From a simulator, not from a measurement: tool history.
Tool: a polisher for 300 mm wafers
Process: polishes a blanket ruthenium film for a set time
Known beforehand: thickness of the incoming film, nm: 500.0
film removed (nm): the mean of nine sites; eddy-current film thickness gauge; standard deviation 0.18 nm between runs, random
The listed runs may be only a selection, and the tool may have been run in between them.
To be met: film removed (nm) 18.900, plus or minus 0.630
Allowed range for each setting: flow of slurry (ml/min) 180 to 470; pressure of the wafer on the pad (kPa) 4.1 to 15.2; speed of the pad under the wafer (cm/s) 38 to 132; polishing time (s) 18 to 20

| run | hour | flow of slurry (ml/min) | pressure of the wafer on the pad (kPa) | speed of the pad under the wafer (cm/s) | polishing time (s) | film removed (nm) |
|---|---|---|---|---|---|---|
| 1 | 0.0 | 300 | 9.7 | 84 | 20 | 11.133 |
| 2 | 7.1 | 300 | 9.7 | 84 | 20 | 11.540 |
| 3 | 15.2 | 365 | 9.7 | 84 | 20 | 11.438 |
| 4 | 17.4 | 365 | 11.0 | 84 | 20 | 12.854 |
| 5 | 22.7 | 365 | 11.0 | 84 | 20 | 12.775 |
| 6 | 31.2 | 365 | 12.4 | 86 | 20 | 14.597 |
| 7 | 33.4 | 365 | 13.1 | 88 | 20 | 15.715 |
| 8 | 40.5 | 365 | 15.2 | 88 | 20 | 17.646 |
| 9 | 41.0 | 370 | 15.2 | 90 | 20 | 18.117 |

Exercise: of the 4 proposed moves below, exactly one satisfies all targets within the stated allowed misses. Which move is it?
| A | 41.5 | 340 | 15.2 | 88 | 20 | ? |
| B | 41.5 | 380 | 15.2 | 94 | 20 | ? |
| C | 41.5 | 420 | 14.5 | 94 | 18 | ? |
| D | 41.5 | 410 | 15.2 | 84 | 20 | ? |

| move | film removed (nm) |
|---|---|
| A | 17.652 |
| B | 18.975 |
| C | 16.500 |
| D | 17.097 |
A: moves away from the targets compared with the last run
B: every result lands within tolerance
C: moves away from the targets compared with the last run
D: moves away from the targets compared with the last run
B is the move that brings every result within its allowed miss.
